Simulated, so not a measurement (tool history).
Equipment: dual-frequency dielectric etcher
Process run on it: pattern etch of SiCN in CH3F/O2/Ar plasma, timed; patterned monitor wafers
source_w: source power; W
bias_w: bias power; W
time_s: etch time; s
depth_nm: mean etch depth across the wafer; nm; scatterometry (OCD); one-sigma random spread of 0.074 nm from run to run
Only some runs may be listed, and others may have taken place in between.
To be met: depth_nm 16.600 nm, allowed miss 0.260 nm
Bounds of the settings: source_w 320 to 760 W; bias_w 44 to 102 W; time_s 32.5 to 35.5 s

Run 1, hour 0.0: source_w 540 W, bias_w 73 W, time_s 35.5 s. Result: depth_nm 14.349 nm.
Run 2, hour 8.7: source_w 580 W, bias_w 74 W, time_s 35.5 s. Result: depth_nm 14.623 nm.
Run 3, hour 10.4: source_w 610 W, bias_w 76 W, time_s 35.5 s. Result: depth_nm 15.106 nm.
Run 4, hour 17.1: source_w 640 W, bias_w 77 W, time_s 35.5 s. Result: depth_nm 15.196 nm.
Run 5, hour 20.6: source_w 640 W, bias_w 77 W, time_s 32.5 s. Result: depth_nm 13.921 nm.
Run 6, hour 27.3: source_w 640 W, bias_w 77 W, time_s 35.5 s. Result: depth_nm 15.178 nm.
At hour 35.4: source power generator calibrated.
Run 7, hour 35.4: source_w 660 W, bias_w 79 W, time_s 35.5 s. Result: depth_nm 15.406 nm.
Run 8, hour 38.1: source_w 680 W, bias_w 81 W, time_s 35.5 s. Result: depth_nm 15.663 nm.
Run 9, hour 45.3: source_w 690 W, bias_w 82 W, time_s 35.5 s. Result: depth_nm 15.863 nm.

Consider the 4 candidate settings below. Which is the only one whose results all fall within their allowed miss of target?
Run A, hour 52.5: source_w 670 W, bias_w 99 W, time_s 35.0 s. Result: depth_nm ?.
Run B, hour 52.5: source_w 740 W, bias_w 84 W, time_s 33.0 s. Result: depth_nm ?.
Run C, hour 52.5: source_w 740 W, bias_w 88 W, time_s 34.5 s. Result: depth_nm ?.
Run D, hour 52.5: source_w 760 W, bias_w 88 W, time_s 34.0 s. Result: depth_nm ?.

move  depth_nm
   A    16.419
   B    15.007
   C    15.953
   D    15.846
A: each result inside its tolerance
B: further off than the last run
C: closer than the last run, but not yet in spec
D: no better and no worse than the last run
Answer: A
